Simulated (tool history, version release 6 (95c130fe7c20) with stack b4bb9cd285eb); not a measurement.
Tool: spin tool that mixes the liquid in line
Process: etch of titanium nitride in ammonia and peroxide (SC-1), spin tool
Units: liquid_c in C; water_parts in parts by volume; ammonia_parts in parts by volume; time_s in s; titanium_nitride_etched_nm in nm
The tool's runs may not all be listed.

run 1 hour=0.0 | liquid_c=50.0 water_parts=29 ammonia_parts=0.55 time_s=50 | titanium_nitride_etched_nm=2.0229
run 2 hour=8.9 | liquid_c=49.0 water_parts=29 ammonia_parts=0.55 time_s=50 | titanium_nitride_etched_nm=1.8684
run 3 hour=16.9 | liquid_c=48.5 water_parts=29 ammonia_parts=0.55 time_s=50 | titanium_nitride_etched_nm=1.8095
run 4 hour=25.2 | liquid_c=48.0 water_parts=29 ammonia_parts=0.55 time_s=50 | titanium_nitride_etched_nm=1.7510
run 5 hour=32.6 | liquid_c=47.5 water_parts=29 ammonia_parts=0.55 time_s=50 | titanium_nitride_etched_nm=1.6924
run 6 hour=33.7 | liquid_c=47.0 water_parts=29 ammonia_parts=0.55 time_s=50 | titanium_nitride_etched_nm=1.6260
run 7 hour=37.1 | liquid_c=46.5 water_parts=29 ammonia_parts=0.55 time_s=50 | titanium_nitride_etched_nm=1.5846
run 8 hour=45.0 | liquid_c=46.0 water_parts=29 ammonia_parts=0.55 time_s=50 | titanium_nitride_etched_nm=1.5241

The next listed run, before its measurement:
run 9 hour=46.7 | liquid_c=43.5 water_parts=29 ammonia_parts=0.55 time_s=50 | titanium_nitride_etched_nm=?

{"run 9": {"titanium_nitride_etched_nm": 1.2717}}
